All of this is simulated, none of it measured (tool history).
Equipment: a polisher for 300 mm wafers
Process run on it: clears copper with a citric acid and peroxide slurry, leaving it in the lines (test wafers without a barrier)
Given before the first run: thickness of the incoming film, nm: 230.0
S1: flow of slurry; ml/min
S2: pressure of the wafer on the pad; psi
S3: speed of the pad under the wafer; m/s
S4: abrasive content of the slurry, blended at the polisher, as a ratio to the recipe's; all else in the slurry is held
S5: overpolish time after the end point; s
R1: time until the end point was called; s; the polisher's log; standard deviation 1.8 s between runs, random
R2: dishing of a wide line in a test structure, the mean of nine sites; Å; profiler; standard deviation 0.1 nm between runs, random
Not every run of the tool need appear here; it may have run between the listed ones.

| run | hour | S1 | S2 | S3 | S4 | S5 | R1 | R2 |
|---|---|---|---|---|---|---|---|---|
| 1 | 0 | 310 | 2.3 | 1.4 | 1 | 21 | 78.167 | 364.39 |
| 2 | 2.7 | 305 | 1.9 | 1.34 | 1 | 16 | 95.474 | 236 |
| 3 | 6.7 | 265 | 1.6 | 1.26 | 1.15 | 13 | 117.42 | 159.99 |
| 4 | 9 | 265 | 1.6 | 1.26 | 1.15 | 21 | 114.41 | 243.9 |
| 5 | 9.8 | 265 | 1.6 | 0.92 | 1.15 | 21 | 136.37 | 212.32 |
| 6 | 18 | 240 | 1.4 | 1.1 | 1.25 | 16 | 137.71 | 160.74 |
| 7 | 21.7 | 220 | 1.3 | 1.22 | 1.35 | 13 | 140.1 | 135.3 |
| 8 | 26.5 | 210 | 1.2 | 1.32 | 1.4 | 11 | 142.36 | 108.02 |
| 9 | 35.4 | 200 | 1.1 | 1.52 | 1.45 | 9 | 148.1 | 89.942 |
| 10 | 42.3 | 195 | 1.1 | 1.74 | 1.45 | 8 | 134.95 | 87.46 |
| 11 | 47.6 | 190 | 1.1 | 1.88 | 1.45 | 7 | 129.48 | 82.223 |

Forecast run 12:
| 12 | 49 | 185 | 1 | 2.16 | 1.45 | 6 | ? | ? |

R1: 126.37 s
R2: 68.9 Å
